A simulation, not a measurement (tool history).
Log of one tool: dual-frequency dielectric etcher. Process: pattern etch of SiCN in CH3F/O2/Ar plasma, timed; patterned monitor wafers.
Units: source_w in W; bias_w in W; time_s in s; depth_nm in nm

run 1 hour=0 | source_w=300 bias_w=55 time_s=24 | depth_nm=6.7216
run 2 hour=2.2 | source_w=300 bias_w=51 time_s=24 | depth_nm=6.5398
run 3 hour=3 | source_w=330 bias_w=51 time_s=24 | depth_nm=6.7838
run 4 hour=10 | source_w=360 bias_w=53 time_s=24 | depth_nm=6.9825
run 5 hour=16.4 | source_w=380 bias_w=56 time_s=24 | depth_nm=7.2736
run 6 hour=21.5 | source_w=330 bias_w=56 time_s=24 | depth_nm=6.8664
run 7 hour=22.7 | source_w=360 bias_w=59 time_s=24 | depth_nm=7.1842

The next listed run, before its measurement:
run 8 hour=27.5 | source_w=380 bias_w=61 time_s=24 | depth_nm=?

{"run 8": {"depth_nm": 7.4455}}

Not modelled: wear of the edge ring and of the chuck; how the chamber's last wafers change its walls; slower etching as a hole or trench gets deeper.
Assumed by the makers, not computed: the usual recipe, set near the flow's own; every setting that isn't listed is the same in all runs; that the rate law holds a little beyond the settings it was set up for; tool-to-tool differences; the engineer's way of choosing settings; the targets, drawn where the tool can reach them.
